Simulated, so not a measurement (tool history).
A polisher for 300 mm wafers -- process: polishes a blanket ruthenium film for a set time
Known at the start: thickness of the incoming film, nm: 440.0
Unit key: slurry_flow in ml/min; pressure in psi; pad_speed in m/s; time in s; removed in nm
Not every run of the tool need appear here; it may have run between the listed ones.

{"run": 1, "hour": 0.0, "slurry_flow": 160, "pressure": 1.9, "pad_speed": 1.2, "time": 29, "removed": 38.244}
{"run": 2, "hour": 3.7, "slurry_flow": 140, "pressure": 1.9, "pad_speed": 1.2, "time": 29, "removed": 36.092}
{"run": 3, "hour": 11.3, "slurry_flow": 130, "pressure": 1.7, "pad_speed": 1.2, "time": 29, "removed": 31.783}
{"run": 4, "hour": 18.1, "slurry_flow": 130, "pressure": 1.7, "pad_speed": 1.2, "time": 29, "removed": 32.544}
{"run": 5, "hour": 21.9, "slurry_flow": 125, "pressure": 1.5, "pad_speed": 1.18, "time": 29, "removed": 27.799}
{"run": 6, "hour": 24.6, "slurry_flow": 120, "pressure": 1.4, "pad_speed": 1.18, "time": 29, "removed": 25.738}
{"run": 7, "hour": 30.2, "slurry_flow": 115, "pressure": 1.3, "pad_speed": 1.18, "time": 29, "removed": 23.913}
{"run": 8, "hour": 34.9, "slurry_flow": 110, "pressure": 1.2, "pad_speed": 1.18, "time": 29, "removed": 22.198}

Estimate the outcome of run 9 from the log above:
{"run": 9, "hour": 40.1, "slurry_flow": 105, "pressure": 1.0, "pad_speed": 1.18, "time": 29, "removed": "?"}

Run 9 gave removed 18.406 nm.
